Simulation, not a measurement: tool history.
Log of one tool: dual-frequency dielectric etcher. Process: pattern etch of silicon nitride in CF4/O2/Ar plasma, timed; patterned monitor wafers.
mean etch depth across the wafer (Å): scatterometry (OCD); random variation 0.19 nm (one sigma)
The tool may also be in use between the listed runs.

run	hour	source power (kW)	bias power (kW)	Ar flow (sccm)	CF4 flow (sccm)	etch time (s)	mean etch depth across the wafer (Å)
1	0.0	0.420	0.035	87	88	16.5	240.70
2	2.3	0.450	0.035	87	88	16.5	254.78
3	6.4	0.450	0.035	87	88	16.5	253.91
4	13.2	0.420	0.035	87	88	16.5	238.35
5	20.2	0.420	0.035	87	88	16.5	237.27
6	26.9	0.420	0.035	87	95	16.5	240.25
7	33.5	0.450	0.035	87	95	16.5	259.46

Forecast run 8:
8	41.7	0.450	0.035	87	95	16.5	?

Run 8 gave mean etch depth across the wafer (Å) 256.48.
